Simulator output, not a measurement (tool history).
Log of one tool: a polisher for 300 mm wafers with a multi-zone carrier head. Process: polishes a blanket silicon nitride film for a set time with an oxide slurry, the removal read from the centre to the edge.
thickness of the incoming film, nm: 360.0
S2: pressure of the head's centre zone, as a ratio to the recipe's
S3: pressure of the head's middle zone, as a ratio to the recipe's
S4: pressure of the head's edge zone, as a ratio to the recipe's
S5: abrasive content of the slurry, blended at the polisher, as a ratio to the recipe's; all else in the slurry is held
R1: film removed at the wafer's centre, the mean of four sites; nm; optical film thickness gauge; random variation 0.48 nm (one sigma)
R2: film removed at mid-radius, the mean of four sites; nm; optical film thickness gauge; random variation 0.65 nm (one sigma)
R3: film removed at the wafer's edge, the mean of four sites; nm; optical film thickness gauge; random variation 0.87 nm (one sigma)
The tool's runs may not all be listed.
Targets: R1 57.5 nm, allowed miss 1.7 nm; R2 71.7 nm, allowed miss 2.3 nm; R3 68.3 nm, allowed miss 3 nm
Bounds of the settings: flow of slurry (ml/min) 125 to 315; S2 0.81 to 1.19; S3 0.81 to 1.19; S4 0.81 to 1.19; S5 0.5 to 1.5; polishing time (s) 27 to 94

Run 1, hour 0: flow of slurry (ml/min) 205, S2 1, S3 1, S4 1, S5 1, polishing time (s) 60. Result: R1 55.706 nm, R2 51.873 nm, R3 52.367 nm.
Run 2, hour 8.7: flow of slurry (ml/min) 170, S2 1, S3 1, S4 1, S5 1, polishing time (s) 60. Result: R1 54.558 nm, R2 50.496 nm, R3 50.018 nm.
Run 3, hour 11.9: flow of slurry (ml/min) 170, S2 1, S3 1, S4 1, S5 1, polishing time (s) 68. Result: R1 61.28 nm, R2 58.44 nm, R3 58.355 nm.
Run 4, hour 13.4: flow of slurry (ml/min) 170, S2 1, S3 1, S4 1, S5 0.85, polishing time (s) 68. Result: R1 57.023 nm, R2 53.026 nm, R3 53.565 nm.
Run 5, hour 18.9: flow of slurry (ml/min) 140, S2 1, S3 1, S4 1, S5 0.85, polishing time (s) 68. Result: R1 55.692 nm, R2 51.831 nm, R3 50.555 nm.
Run 6, hour 21.2: flow of slurry (ml/min) 170, S2 0.98, S3 1.04, S4 1.02, S5 0.85, polishing time (s) 68. Result: R1 56.024 nm, R2 55.428 nm, R3 53.36 nm.
Run 7, hour 26.8: flow of slurry (ml/min) 195, S2 0.96, S3 1.06, S4 1.05, S5 0.85, polishing time (s) 68. Result: R1 56.306 nm, R2 57.359 nm, R3 54.479 nm.
Run 8, hour 33.1: flow of slurry (ml/min) 215, S2 0.93, S3 1.07, S4 1.08, S5 0.9, polishing time (s) 68. Result: R1 57.424 nm, R2 59.677 nm, R3 57.638 nm.
Run 9, hour 35: flow of slurry (ml/min) 225, S2 0.9, S3 1.09, S4 1.1, S5 0.95, polishing time (s) 68. Result: R1 56.201 nm, R2 63.873 nm, R3 60.255 nm.
Run 10, hour 41.2: flow of slurry (ml/min) 235, S2 0.89, S3 1.1, S4 1.12, S5 0.95, polishing time (s) 68. Result: R1 56.321 nm, R2 63.579 nm, R3 61.459 nm.
Run 11, hour 42.2: flow of slurry (ml/min) 245, S2 0.88, S3 1.11, S4 1.13, S5 0.95, polishing time (s) 68. Result: R1 56.777 nm, R2 65.197 nm, R3 61.461 nm.
Run 12, hour 44.4: flow of slurry (ml/min) 250, S2 0.87, S3 1.11, S4 1.14, S5 1, polishing time (s) 68. Result: R1 56.7 nm, R2 67.559 nm, R3 64.262 nm.
Run 13, hour 51.2: flow of slurry (ml/min) 255, S2 0.87, S3 1.11, S4 1.15, S5 1, polishing time (s) 68. Result: R1 57.3 nm, R2 65.977 nm, R3 63.546 nm.
Run 14, hour 58.3: flow of slurry (ml/min) 255, S2 0.86, S3 1.12, S4 1.16, S5 1, polishing time (s) 68. Result: R1 56.85 nm, R2 67.788 nm, R3 64.387 nm.
At hour 65.1: centre zone pressure recalibrated.
Run 15, hour 65.1: flow of slurry (ml/min) 260, S2 0.85, S3 1.12, S4 1.17, S5 1, polishing time (s) 68. Result: R1 50.172 nm, R2 67.316 nm, R3 65.749 nm.
Run 16, hour 72.5: flow of slurry (ml/min) 245, S2 0.9, S3 1.15, S4 1.18, S5 1.1, polishing time (s) 68. Result: R1 55.737 nm, R2 71.741 nm, R3 67.448 nm.
Run 17, hour 76.3: flow of slurry (ml/min) 250, S2 0.9, S3 1.15, S4 1.18, S5 1.1, polishing time (s) 68. Result: R1 56.052 nm, R2 72.016 nm, R3 68.481 nm.

4 next moves are on the table. One of them brings every result within its allowed miss. Which?
Run A, hour 80.1: flow of slurry (ml/min) 315, S2 0.91, S3 1.11, S4 1.14, S5 1.05, polishing time (s) 70. Result: R1 ?, R2 ?, R3 ?.
Run B, hour 80.1: flow of slurry (ml/min) 205, S2 0.95, S3 1.17, S4 1.19, S5 1.2, polishing time (s) 63. Result: R1 ?, R2 ?, R3 ?.
Run C, hour 80.1: flow of slurry (ml/min) 190, S2 0.9, S3 1.03, S4 1.19, S5 0.95, polishing time (s) 80. Result: R1 ?, R2 ?, R3 ?.
Run D, hour 80.1: flow of slurry (ml/min) 255, S2 0.89, S3 1.19, S4 1.19, S5 1.1, polishing time (s) 69. Result: R1 ?, R2 ?, R3 ?.

move      R1      R2      R3
   A  58.444  72.302   68.23
   B  55.226  68.759   64.14
   C  58.914  69.626  72.756
   D  56.211  75.638  69.019
A: meets every target
B: further off than the last run
C: brings the result that was furthest off to its target, and leaves another outside
D: brings the result that was furthest off to its target, and leaves another outside
Answer: A
